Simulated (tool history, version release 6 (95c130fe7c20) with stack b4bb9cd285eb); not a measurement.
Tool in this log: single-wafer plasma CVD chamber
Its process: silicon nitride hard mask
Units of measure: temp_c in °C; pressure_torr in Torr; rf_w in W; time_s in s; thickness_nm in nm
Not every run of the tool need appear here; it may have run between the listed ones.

{"run": 1, "day": 0.0, "temp_c": 385, "pressure_torr": 1.99, "rf_w": 295, "time_s": 78.8, "thickness_nm": 95.212}
{"run": 2, "day": 0.104, "temp_c": 385, "pressure_torr": 2.15, "rf_w": 305, "time_s": 78.8, "thickness_nm": 98.886}
{"run": 3, "day": 0.396, "temp_c": 391, "pressure_torr": 2.15, "rf_w": 305, "time_s": 78.8, "thickness_nm": 98.351}
{"run": 4, "day": 0.767, "temp_c": 391, "pressure_torr": 2.15, "rf_w": 305, "time_s": 81.3, "thickness_nm": 101.89}
{"run": 5, "day": 0.904, "temp_c": 390, "pressure_torr": 2.29, "rf_w": 310, "time_s": 81.3, "thickness_nm": 104.28}
{"run": 6, "day": 1.029, "temp_c": 390, "pressure_torr": 1.94, "rf_w": 310, "time_s": 81.3, "thickness_nm": 100.55}
{"run": 7, "day": 1.112, "temp_c": 390, "pressure_torr": 1.94, "rf_w": 310, "time_s": 81.3, "thickness_nm": 100.64}

Predict the results of run 8:
{"run": 8, "day": 1.304, "temp_c": 389, "pressure_torr": 2.12, "rf_w": 315, "time_s": 81.3, "thickness_nm": "?"}

{"run 8": {"thickness_nm": 103.67}}

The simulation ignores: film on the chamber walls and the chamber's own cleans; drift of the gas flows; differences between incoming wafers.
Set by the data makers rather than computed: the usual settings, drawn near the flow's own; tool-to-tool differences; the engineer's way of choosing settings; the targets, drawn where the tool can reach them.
